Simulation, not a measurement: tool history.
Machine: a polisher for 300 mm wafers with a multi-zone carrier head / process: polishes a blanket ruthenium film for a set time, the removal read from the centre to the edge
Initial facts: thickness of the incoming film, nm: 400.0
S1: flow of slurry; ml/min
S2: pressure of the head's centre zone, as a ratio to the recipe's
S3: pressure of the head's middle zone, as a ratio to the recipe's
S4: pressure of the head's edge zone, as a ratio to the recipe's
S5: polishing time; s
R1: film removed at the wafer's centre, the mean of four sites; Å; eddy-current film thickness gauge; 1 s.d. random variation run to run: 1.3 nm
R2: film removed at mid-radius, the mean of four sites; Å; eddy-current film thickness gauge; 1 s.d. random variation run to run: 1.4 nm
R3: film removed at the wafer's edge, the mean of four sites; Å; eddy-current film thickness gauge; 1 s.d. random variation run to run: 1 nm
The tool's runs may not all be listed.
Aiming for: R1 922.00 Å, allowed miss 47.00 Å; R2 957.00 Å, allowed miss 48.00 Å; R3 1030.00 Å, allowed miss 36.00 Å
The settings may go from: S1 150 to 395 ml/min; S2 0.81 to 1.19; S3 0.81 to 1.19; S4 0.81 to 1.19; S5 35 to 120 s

run,hour,S1,S2,S3,S4,S5,R1,R2,R3
1,0.0,250,1.00,1.00,1.00,77,690.67,698.45,703.51
2,2.5,255,0.99,1.00,1.04,85,754.67,759.11,780.54
3,4.1,255,0.99,1.00,1.04,68,588.45,611.63,623.78
4,6.6,255,0.99,1.00,1.04,54,471.10,487.40,503.02
5,10.3,255,0.99,1.00,1.11,54,478.32,492.23,517.53
6,15.1,255,0.97,1.00,1.13,70,611.27,643.53,673.68
7,22.2,255,0.96,0.99,1.15,79,667.01,698.06,771.06
8,24.9,260,0.97,1.00,1.16,86,749.77,778.27,834.46
9,28.3,260,0.97,1.00,1.16,91,792.65,841.61,882.00
10,34.3,260,0.97,0.99,1.17,95,796.71,840.73,921.78
11,40.2,260,0.98,0.99,1.17,98,861.75,874.66,968.77
12,42.8,265,0.98,1.00,1.17,99,891.42,902.49,966.59
13,47.3,265,0.97,1.00,1.17,100,857.05,897.11,992.26
14,55.4,265,0.98,1.01,1.17,101,902.13,907.76,984.13
15,57.1,265,0.98,1.01,1.17,101,881.98,924.96,994.35

Exactly one of the 5 candidate moves below puts every result within its allowed miss. Which one?
A,58.8,270,0.88,0.96,1.19,105,?,?,?
B,58.8,230,0.84,0.87,1.19,107,?,?,?
C,58.8,290,0.99,1.01,1.19,103,?,?,?
D,58.8,280,0.84,0.93,1.19,112,?,?,?
E,58.8,265,0.98,1.12,1.14,94,?,?,?

move,R1,R2,R3
A,830.25,917.62,1029.90
B,791.73,847.30,1037.50
C,924.47,945.39,1015.00
D,848.15,956.72,1102.00
E,827.69,934.16,898.61
A: brings the last run's worst result on target, with another outside its allowed miss
B: brings the last run's worst result on target, with another outside its allowed miss
C: every result within its allowed miss
D: takes the biggest miss from the last run beyond its target
E: the biggest miss grows against the last run
Go with C: it meets all targets.
